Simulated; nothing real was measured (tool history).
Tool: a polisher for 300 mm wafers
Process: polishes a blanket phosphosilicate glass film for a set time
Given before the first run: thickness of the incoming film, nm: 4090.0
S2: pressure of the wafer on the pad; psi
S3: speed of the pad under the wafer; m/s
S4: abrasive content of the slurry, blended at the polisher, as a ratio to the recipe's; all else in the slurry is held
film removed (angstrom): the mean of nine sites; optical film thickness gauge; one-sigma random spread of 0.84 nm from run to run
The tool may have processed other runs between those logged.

run 1 day=0 | flow_of_slurry_(ml/min)=245 S2=2.6 S3=0.96 S4=1 polishing_time_(s)=30 | film_removed_(angstrom)=1846.2
run 2 day=0.146 | flow_of_slurry_(ml/min)=240 S2=2.2 S3=0.82 S4=0.9 polishing_time_(s)=29 | film_removed_(angstrom)=1243.2
run 3 day=0.212 | flow_of_slurry_(ml/min)=240 S2=1.9 S3=0.72 S4=0.9 polishing_time_(s)=29 | film_removed_(angstrom)=988.72
run 4 day=0.321 | flow_of_slurry_(ml/min)=240 S2=1.7 S3=0.64 S4=0.9 polishing_time_(s)=29 | film_removed_(angstrom)=811.38
run 5 day=0.471 | flow_of_slurry_(ml/min)=240 S2=1.6 S3=0.6 S4=0.9 polishing_time_(s)=29 | film_removed_(angstrom)=726.7
run 6 day=0.792 | flow_of_slurry_(ml/min)=240 S2=1.6 S3=0.6 S4=1.1 polishing_time_(s)=29 | film_removed_(angstrom)=784.29

Run 7, settings as shown, results not yet in. Your forecast:
run 7 day=0.917 | flow_of_slurry_(ml/min)=240 S2=1.5 S3=0.56 S4=1.1 polishing_time_(s)=29 | film_removed_(angstrom)=?

{"run 7": {"film removed (angstrom)": 688.15}}

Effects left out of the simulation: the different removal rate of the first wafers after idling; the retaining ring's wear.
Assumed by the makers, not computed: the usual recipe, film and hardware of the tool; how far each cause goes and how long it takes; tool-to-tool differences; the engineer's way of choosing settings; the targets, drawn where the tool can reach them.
